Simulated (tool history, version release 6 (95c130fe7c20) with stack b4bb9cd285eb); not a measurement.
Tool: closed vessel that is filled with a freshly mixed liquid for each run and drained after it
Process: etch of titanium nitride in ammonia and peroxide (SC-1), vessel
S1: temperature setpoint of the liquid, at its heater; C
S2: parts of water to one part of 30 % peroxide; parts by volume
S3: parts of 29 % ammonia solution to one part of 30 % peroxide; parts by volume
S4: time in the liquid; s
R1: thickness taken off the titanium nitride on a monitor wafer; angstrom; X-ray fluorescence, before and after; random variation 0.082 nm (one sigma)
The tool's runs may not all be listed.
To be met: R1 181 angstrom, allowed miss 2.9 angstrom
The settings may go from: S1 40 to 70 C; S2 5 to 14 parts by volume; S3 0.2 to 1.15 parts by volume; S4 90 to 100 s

run 1 day=0 | S1=56 S2=7.5 S3=0.65 S4=90 | R1=122.8
run 2 day=0.196 | S1=56 S2=7.5 S3=0.65 S4=100 | R1=136.12
run 3 day=0.454 | S1=56 S2=7.5 S3=0.65 S4=90 | R1=122.43
run 4 day=0.633 | S1=57 S2=7.5 S3=0.65 S4=90 | R1=131.4
run 5 day=0.717 | S1=57 S2=7.5 S3=0.75 S4=90 | R1=134.66
run 6 day=0.9 | S1=57 S2=10.5 S3=0.75 S4=90 | R1=113.61
run 7 day=1.112 | S1=58 S2=10.5 S3=0.75 S4=90 | R1=121.11
-- day=1.362 ammonia flow meter replaced
run 8 day=1.362 | S1=59 S2=10.5 S3=0.75 S4=90 | R1=127.63
run 9 day=1.396 | S1=60 S2=10.5 S3=0.75 S4=90 | R1=135.72
run 10 day=1.721 | S1=61 S2=10.5 S3=0.75 S4=90 | R1=145.31

Which of these 5 next moves meets every target?
run A day=2.046 | S1=60.5 S2=8 S3=0.8 S4=100 | R1=?
run B day=2.046 | S1=61.5 S2=10 S3=0.85 S4=100 | R1=?
run C day=2.046 | S1=57 S2=10 S3=0.8 S4=90 | R1=?
run D day=2.046 | S1=57 S2=11 S3=0.9 S4=95 | R1=?
run E day=2.046 | S1=64 S2=11 S3=0.7 S4=100 | R1=?

move=A R1=181.07
move=B R1=174.55
move=C R1=115.69
move=D R1=118.52
move=E R1=189.24
A: meets every target
B: nearer than the last run, and not there yet
C: further off than the last run
D: further off than the last run
E: takes the result that was furthest off past its target
Move A is the one to make.
